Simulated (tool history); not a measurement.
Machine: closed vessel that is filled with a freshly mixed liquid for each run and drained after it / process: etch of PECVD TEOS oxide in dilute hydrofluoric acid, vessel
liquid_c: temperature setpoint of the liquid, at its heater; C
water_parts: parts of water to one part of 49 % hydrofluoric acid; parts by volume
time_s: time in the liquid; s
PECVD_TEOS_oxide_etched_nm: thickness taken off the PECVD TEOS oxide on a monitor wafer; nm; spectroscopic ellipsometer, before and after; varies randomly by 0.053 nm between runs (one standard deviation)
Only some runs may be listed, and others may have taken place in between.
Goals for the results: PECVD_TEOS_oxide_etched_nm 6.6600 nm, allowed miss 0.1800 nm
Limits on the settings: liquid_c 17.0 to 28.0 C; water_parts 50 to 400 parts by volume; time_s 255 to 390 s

run    day  liquid_c  water_parts  time_s  PECVD_TEOS_oxide_etched_nm
  1  0.000      20.0          225     390                     15.1690
  2  0.300      20.0          190     390                     18.8050
  3  0.362      19.5          230     390                     14.6930
  4  0.658      21.5          230     390                     15.7530
  5  0.958      21.5          230     255                     10.2730
  6  1.125      23.5          230     255                     11.2260
  7  1.325      24.0          250     255                     10.2780
  8  1.542      24.0          270     255                      9.2514
  9  1.650      24.0          285     255                      8.6747
 10  1.871      24.5          300     255                      8.3219
 11  2.192      20.5          305     255                      6.9172

Below are 4 possible settings for the next run. Only one of them brings all results inside the allowed miss of their targets. Which is it?
  A  2.512      22.5          355     305                           ?
  B  2.512      22.5          335     275                           ?
  C  2.512      19.5          320     285                           ?
  D  2.512      20.0          340     285                           ?

move  PECVD_TEOS_oxide_etched_nm
   A                      7.2920
   B                      7.0948
   C                      7.0125
   D                      6.6046
A: the biggest miss grows against the last run
B: the biggest miss grows against the last run
C: the biggest miss grows against the last run
D: hits every target within its allowed miss
D is the move that brings every result within its allowed miss.

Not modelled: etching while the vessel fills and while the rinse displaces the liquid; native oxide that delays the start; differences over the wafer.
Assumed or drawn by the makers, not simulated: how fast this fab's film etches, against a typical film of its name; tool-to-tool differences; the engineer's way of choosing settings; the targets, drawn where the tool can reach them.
